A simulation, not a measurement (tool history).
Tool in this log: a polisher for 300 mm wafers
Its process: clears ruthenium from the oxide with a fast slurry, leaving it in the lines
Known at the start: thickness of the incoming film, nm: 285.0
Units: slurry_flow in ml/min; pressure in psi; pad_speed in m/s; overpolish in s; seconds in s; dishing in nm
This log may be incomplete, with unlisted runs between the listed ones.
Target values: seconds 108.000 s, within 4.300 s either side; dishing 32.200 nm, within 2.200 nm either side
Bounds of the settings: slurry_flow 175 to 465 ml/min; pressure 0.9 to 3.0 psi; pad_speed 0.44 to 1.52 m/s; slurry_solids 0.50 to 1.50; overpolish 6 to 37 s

run    day  slurry_flow  pressure  pad_speed  slurry_solids  overpolish  seconds  dishing
  1  0.000          295       1.9       0.98           1.00          19   86.894   49.463
  2  0.312          295       1.9       0.86           1.00          19   98.592   42.892
  3  0.650          295       2.2       0.86           1.00          19   87.465   48.544
  4  0.792          295       2.0       0.86           1.00          18   93.972   41.580
  5  0.904          295       2.0       0.86           1.00          25   93.649   55.634
  6  1.262          255       2.0       0.86           1.00          25   95.857   56.919
  7  1.350          270       1.9       0.86           1.00          22  100.980   48.612
  8  1.625          290       1.8       0.86           1.00          20  103.440   42.204
  9  1.800          300       1.8       0.86           1.00          18  102.980   39.479
 10  2.100          300       1.8       0.86           1.00          17  105.910   36.478
 11  2.379          305       1.8       0.86           1.00          16  103.580   36.536

Next run, 5 choices. One meets every target within its allowed miss, the rest don't. Which?
  A  2.658          325       2.1       0.82           0.90          14        ?        ?
  B  2.658          280       1.8       0.80           1.05          15        ?        ?
  C  2.658          305       2.0       0.90           0.80          17        ?        ?
  D  2.658          300       1.6       0.88           1.40          16        ?        ?
  E  2.658          345       2.6       0.62           0.75          14        ?        ?

move  seconds  dishing
   A   99.581   32.606
   B  110.050   31.678
   C  101.410   38.376
   D   98.540   37.266
   E  117.170   27.996
A: brings the last run's worst result on target, with another outside its allowed miss
B: each result inside its tolerance
C: misses by more than the last run did
D: misses by more than the last run did
E: takes the result that was furthest off past its target
Move B is the one to make.

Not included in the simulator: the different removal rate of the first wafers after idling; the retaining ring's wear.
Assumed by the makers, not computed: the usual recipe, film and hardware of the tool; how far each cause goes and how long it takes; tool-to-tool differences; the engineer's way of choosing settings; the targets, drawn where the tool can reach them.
